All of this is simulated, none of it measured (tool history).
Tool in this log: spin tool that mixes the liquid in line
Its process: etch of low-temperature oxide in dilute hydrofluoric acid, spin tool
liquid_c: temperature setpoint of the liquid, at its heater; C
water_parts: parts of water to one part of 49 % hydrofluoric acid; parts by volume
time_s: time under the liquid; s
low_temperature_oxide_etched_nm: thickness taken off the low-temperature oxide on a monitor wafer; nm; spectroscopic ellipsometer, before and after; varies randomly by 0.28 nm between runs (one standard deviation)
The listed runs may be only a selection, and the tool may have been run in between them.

run  hour  liquid_c  water_parts  time_s  low_temperature_oxide_etched_nm
  1   0.0      24.0           45      45                           26.229
  2   4.0      25.5           45      45                           27.866
  3  12.5      26.5           45      45                           29.175
  4  17.3      27.5           45      45                           29.918
  5  22.9      24.0           45      45                           25.927
  6  28.3      24.0           45      50                           28.996
  7  35.9      25.0           45      50                           30.405
  8  43.6      25.5           45      50                           30.981

Predict the results of run 9:
  9  44.1      26.0           45      50                                ?

Run 9 yielded low_temperature_oxide_etched_nm 31.445 nm.
